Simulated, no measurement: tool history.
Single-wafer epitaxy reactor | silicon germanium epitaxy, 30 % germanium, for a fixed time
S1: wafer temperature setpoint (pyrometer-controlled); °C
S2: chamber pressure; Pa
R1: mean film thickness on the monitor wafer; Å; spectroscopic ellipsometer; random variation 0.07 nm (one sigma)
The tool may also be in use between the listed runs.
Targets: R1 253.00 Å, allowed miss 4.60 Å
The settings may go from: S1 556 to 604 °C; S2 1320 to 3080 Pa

run 1 day=0.000 | S1=580 S2=2200 | R1=400.48
run 2 day=0.354 | S1=570 S2=2200 | R1=328.58
run 3 day=0.629 | S1=568 S2=2200 | R1=317.60
run 4 day=0.717 | S1=568 S2=2040 | R1=301.02
run 5 day=0.862 | S1=566 S2=2040 | R1=290.55
run 6 day=1.204 | S1=566 S2=2413 | R1=320.79
run 7 day=1.333 | S1=564 S2=2386 | R1=306.18
run 8 day=1.483 | S1=562 S2=2360 | R1=291.63
run 9 day=1.617 | S1=561 S2=2346 | R1=284.42
run 10 day=1.942 | S1=560 S2=2333 | R1=278.30

Which of these 5 next moves meets every target?
run A day=2.267 | S1=567 S2=2373 | R1=?
run B day=2.267 | S1=562 S2=2480 | R1=?
run C day=2.267 | S1=556 S2=2306 | R1=?
run D day=2.267 | S1=558 S2=2293 | R1=?
run E day=2.267 | S1=560 S2=2106 | R1=?

move=A R1=322.38
move=B R1=299.01
move=C R1=253.79
move=D R1=263.49
move=E R1=260.80
A: further off than the last run
B: further off than the last run
C: meets every target
D: nearer than the last run, and not there yet
E: nearer than the last run, and not there yet
The right move is C.
